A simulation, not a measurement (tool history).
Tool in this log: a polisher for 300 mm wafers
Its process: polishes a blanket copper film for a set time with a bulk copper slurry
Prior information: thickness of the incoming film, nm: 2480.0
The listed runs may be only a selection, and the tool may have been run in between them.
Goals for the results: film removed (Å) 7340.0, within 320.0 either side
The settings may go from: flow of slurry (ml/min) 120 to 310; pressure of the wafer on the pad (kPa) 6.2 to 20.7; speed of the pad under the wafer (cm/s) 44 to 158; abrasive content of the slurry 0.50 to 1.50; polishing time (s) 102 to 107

| run | day | flow of slurry (ml/min) | pressure of the wafer on the pad (kPa) | speed of the pad under the wafer (cm/s) | abrasive content of the slurry | polishing time (s) | film removed (Å) |
|---|---|---|---|---|---|---|---|
| 1 | 0.000 | 200 | 13.1 | 100 | 1.00 | 102 | 4992.7 |
| 2 | 0.179 | 200 | 13.1 | 100 | 1.20 | 102 | 5185.7 |
| 3 | 0.296 | 200 | 13.1 | 86 | 1.20 | 102 | 4497.8 |
| 4 | 0.475 | 200 | 13.1 | 68 | 1.20 | 102 | 3703.0 |
| 5 | 0.671 | 200 | 15.2 | 70 | 1.20 | 102 | 4455.7 |
| 6 | 0.925 | 200 | 16.5 | 72 | 1.20 | 102 | 4936.0 |
| 7 | 1.254 | 200 | 17.2 | 74 | 1.20 | 102 | 5234.5 |
| 8 | 1.521 | 200 | 17.2 | 74 | 1.20 | 102 | 5228.4 |
| 9 | 1.858 | 205 | 20.7 | 82 | 1.20 | 102 | 6897.4 |

Below are 4 possible settings for the next run. Only one of them brings all results inside the allowed miss of their targets. Which is it?
| A | 2.196 | 210 | 20.7 | 72 | 1.25 | 107 | ? |
| B | 2.196 | 170 | 20.7 | 90 | 1.00 | 106 | ? |
| C | 2.196 | 250 | 20.0 | 100 | 1.20 | 102 | ? |
| D | 2.196 | 250 | 20.0 | 82 | 1.15 | 102 | ? |

| move | film removed (Å) |
|---|---|
| A | 6495.6 |
| B | 7354.5 |
| C | 8264.9 |
| D | 6763.7 |
A: the biggest miss grows against the last run
B: every result lands within tolerance
C: takes the result that was furthest off past its target
D: the biggest miss grows against the last run
Go with B: it meets all targets.

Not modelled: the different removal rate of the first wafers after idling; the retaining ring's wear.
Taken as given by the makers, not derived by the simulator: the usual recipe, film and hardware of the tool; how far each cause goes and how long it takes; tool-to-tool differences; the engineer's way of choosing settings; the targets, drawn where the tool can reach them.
